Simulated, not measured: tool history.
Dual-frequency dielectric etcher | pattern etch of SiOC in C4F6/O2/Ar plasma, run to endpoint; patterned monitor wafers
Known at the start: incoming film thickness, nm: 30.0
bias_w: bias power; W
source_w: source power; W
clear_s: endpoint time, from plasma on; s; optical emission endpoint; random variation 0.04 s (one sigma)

run 1 hour=0 | bias_w=466 source_w=330 | clear_s=10.303
run 2 hour=7.4 | bias_w=540 source_w=330 | clear_s=9.9391
run 3 hour=14.4 | bias_w=553 source_w=340 | clear_s=9.8131
run 4 hour=17.1 | bias_w=553 source_w=320 | clear_s=9.9899
run 5 hour=21 | bias_w=553 source_w=280 | clear_s=10.419
run 6 hour=25.3 | bias_w=553 source_w=220 | clear_s=11.233
run 7 hour=31.8 | bias_w=646 source_w=280 | clear_s=9.8794
run 8 hour=33.9 | bias_w=652 source_w=340 | clear_s=9.2977

Run 9 comes next. What will it give?
run 9 hour=37.1 | bias_w=652 source_w=350 | clear_s=?

{"run 9": {"clear_s": 9.1386}}
